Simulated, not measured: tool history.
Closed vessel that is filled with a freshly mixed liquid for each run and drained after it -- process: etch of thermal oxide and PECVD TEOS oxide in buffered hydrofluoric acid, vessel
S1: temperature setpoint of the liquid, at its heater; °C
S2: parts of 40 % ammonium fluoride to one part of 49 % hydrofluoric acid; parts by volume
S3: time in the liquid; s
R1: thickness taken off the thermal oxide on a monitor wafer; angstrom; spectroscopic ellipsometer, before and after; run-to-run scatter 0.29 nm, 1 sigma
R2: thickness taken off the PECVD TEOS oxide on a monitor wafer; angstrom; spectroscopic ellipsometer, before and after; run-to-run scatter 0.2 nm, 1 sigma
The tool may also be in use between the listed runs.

{"run": 1, "day": 0.0, "S1": 24, "S2": 23.5, "S3": 60, "R1": 359.31, "R2": 310.33}
{"run": 2, "day": 0.146, "S1": 24, "S2": 23.5, "S3": 50, "R1": 302.12, "R2": 256.99}
{"run": 3, "day": 0.512, "S1": 24, "S2": 29, "S3": 50, "R1": 264.85, "R2": 222.91}
{"run": 4, "day": 0.829, "S1": 24, "S2": 29, "S3": 30, "R1": 156.24, "R2": 132.04}
{"run": 5, "day": 1.1, "S1": 25.5, "S2": 27.5, "S3": 30, "R1": 176.89, "R2": 151.57}
{"run": 6, "day": 1.379, "S1": 26.5, "S2": 25.5, "S3": 30, "R1": 197.67, "R2": 168.76}
{"run": 7, "day": 1.467, "S1": 27.5, "S2": 24, "S3": 30, "R1": 217.4, "R2": 185.49}
{"run": 8, "day": 1.829, "S1": 28, "S2": 23, "S3": 30, "R1": 230.59, "R2": 196.41}
{"run": 9, "day": 2.008, "S1": 28.5, "S2": 22, "S3": 30, "R1": 247.27, "R2": 207.88}
{"run": 10, "day": 2.192, "S1": 29, "S2": 21.5, "S3": 30, "R1": 256.22, "R2": 215.24}
{"run": 11, "day": 2.558, "S1": 29.5, "S2": 21, "S3": 30, "R1": 267.41, "R2": 224.34}
{"run": 12, "day": 2.717, "S1": 32, "S2": 18.5, "S3": 30, "R1": 330.72, "R2": 284.63}
{"run": 13, "day": 2.992, "S1": 31.5, "S2": 18, "S3": 30, "R1": 345.26, "R2": 285.79}
{"run": 14, "day": 3.15, "S1": 31.5, "S2": 21, "S3": 30, "R1": 292.83, "R2": 250.27}

The next listed run, before its measurement:
{"run": 15, "day": 3.304, "S1": 31.5, "S2": 20.5, "S3": 30, "R1": "?", "R2": "?"}

R1: 295.76 angstrom
R2: 256.58 angstrom
